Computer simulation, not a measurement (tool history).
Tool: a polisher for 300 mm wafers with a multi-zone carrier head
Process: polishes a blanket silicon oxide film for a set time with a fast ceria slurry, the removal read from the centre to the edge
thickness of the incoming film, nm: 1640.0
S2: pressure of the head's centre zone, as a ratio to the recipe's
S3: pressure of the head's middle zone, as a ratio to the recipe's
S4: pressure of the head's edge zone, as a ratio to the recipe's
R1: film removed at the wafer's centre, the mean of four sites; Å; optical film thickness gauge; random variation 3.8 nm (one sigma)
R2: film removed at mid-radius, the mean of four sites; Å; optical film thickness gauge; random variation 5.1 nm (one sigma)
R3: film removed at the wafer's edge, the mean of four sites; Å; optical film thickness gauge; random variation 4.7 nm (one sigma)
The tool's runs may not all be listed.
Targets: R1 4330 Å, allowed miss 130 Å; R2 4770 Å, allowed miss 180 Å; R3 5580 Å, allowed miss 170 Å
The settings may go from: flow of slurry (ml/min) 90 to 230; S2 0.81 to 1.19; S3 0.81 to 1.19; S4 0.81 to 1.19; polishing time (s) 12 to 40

{"run": 1, "hour": 0.0, "flow of slurry (ml/min)": 150, "S2": 1, "S3": 1, "S4": 1, "polishing time (s)": 26, "R1": 4754.1, "R2": 4796.1, "R3": 5000.2}
{"run": 2, "hour": 1.0, "flow of slurry (ml/min)": 145, "S2": 0.97, "S3": 0.99, "S4": 1.05, "polishing time (s)": 26, "R1": 4622.8, "R2": 4747.2, "R3": 5134.7}
{"run": 3, "hour": 8.2, "flow of slurry (ml/min)": 130, "S2": 0.97, "S3": 0.99, "S4": 1.05, "polishing time (s)": 26, "R1": 4418.8, "R2": 4546.1, "R3": 5055.7}
{"run": 4, "hour": 10.6, "flow of slurry (ml/min)": 130, "S2": 0.97, "S3": 0.99, "S4": 1.05, "polishing time (s)": 29, "R1": 4969.6, "R2": 5098.9, "R3": 5650.8}
{"run": 5, "hour": 11.1, "flow of slurry (ml/min)": 130, "S2": 0.97, "S3": 0.99, "S4": 1.05, "polishing time (s)": 35, "R1": 6062.8, "R2": 6180.3, "R3": 6837}
{"run": 6, "hour": 15.4, "flow of slurry (ml/min)": 130, "S2": 0.97, "S3": 1.03, "S4": 1.05, "polishing time (s)": 35, "R1": 6084.5, "R2": 6465.7, "R3": 6724.2}
{"run": 7, "hour": 17.2, "flow of slurry (ml/min)": 120, "S2": 0.93, "S3": 1, "S4": 1.02, "polishing time (s)": 34, "R1": 5599, "R2": 5952.1, "R3": 6351.7}
{"run": 8, "hour": 21.4, "flow of slurry (ml/min)": 110, "S2": 0.9, "S3": 0.98, "S4": 1.02, "polishing time (s)": 33, "R1": 4969.6, "R2": 5523.4, "R3": 6121.7}
{"run": 9, "hour": 24.7, "flow of slurry (ml/min)": 105, "S2": 0.89, "S3": 0.95, "S4": 0.99, "polishing time (s)": 33, "R1": 4902.1, "R2": 5426.3, "R3": 5947.1}
{"run": 10, "hour": 30.3, "flow of slurry (ml/min)": 100, "S2": 0.87, "S3": 0.92, "S4": 0.98, "polishing time (s)": 33, "R1": 4712.2, "R2": 5206.6, "R3": 5865.3}
{"run": 11, "hour": 33.5, "flow of slurry (ml/min)": 100, "S2": 0.86, "S3": 0.9, "S4": 0.97, "polishing time (s)": 33, "R1": 4628.4, "R2": 4944.3, "R3": 5896.2}
{"run": 12, "hour": 40.7, "flow of slurry (ml/min)": 100, "S2": 0.86, "S3": 0.9, "S4": 0.97, "polishing time (s)": 33, "R1": 4553, "R2": 5165.7, "R3": 5773.6}
{"hour": 41.8, "done": "edge zone pressure recalibrated"}
{"run": 13, "hour": 41.8, "flow of slurry (ml/min)": 95, "S2": 0.86, "S3": 0.88, "S4": 0.97, "polishing time (s)": 33, "R1": 4491.7, "R2": 4847.4, "R3": 5519.2}

5 next moves are on the table. One of them brings every result within its allowed miss. Which?
{"run": "A", "hour": 42.9, "flow of slurry (ml/min)": 95, "S2": 0.82, "S3": 0.86, "S4": 0.99, "polishing time (s)": 33, "R1": "?", "R2": "?", "R3": "?"}
{"run": "B", "hour": 42.9, "flow of slurry (ml/min)": 90, "S2": 0.91, "S3": 0.84, "S4": 1, "polishing time (s)": 32, "R1": "?", "R2": "?", "R3": "?"}
{"run": "C", "hour": 42.9, "flow of slurry (ml/min)": 110, "S2": 0.83, "S3": 0.81, "S4": 0.94, "polishing time (s)": 33, "R1": "?", "R2": "?", "R3": "?"}
{"run": "D", "hour": 42.9, "flow of slurry (ml/min)": 115, "S2": 0.89, "S3": 0.81, "S4": 1.09, "polishing time (s)": 31, "R1": "?", "R2": "?", "R3": "?"}
{"run": "E", "hour": 42.9, "flow of slurry (ml/min)": 100, "S2": 0.9, "S3": 0.86, "S4": 0.97, "polishing time (s)": 32, "R1": "?", "R2": "?", "R3": "?"}

move=A R1=4339 R2=4763.6 R3=5549.4
move=B R1=4571.8 R2=4443.7 R3=5341.5
move=C R1=4628.3 R2=4748.2 R3=5588.8
move=D R1=4731.9 R2=4514 R3=5689.8
move=E R1=4712.8 R2=4696.1 R3=5389.6
A: meets every target
B: further off than the last run
C: further off than the last run
D: further off than the last run
E: further off than the last run
The right move is A.
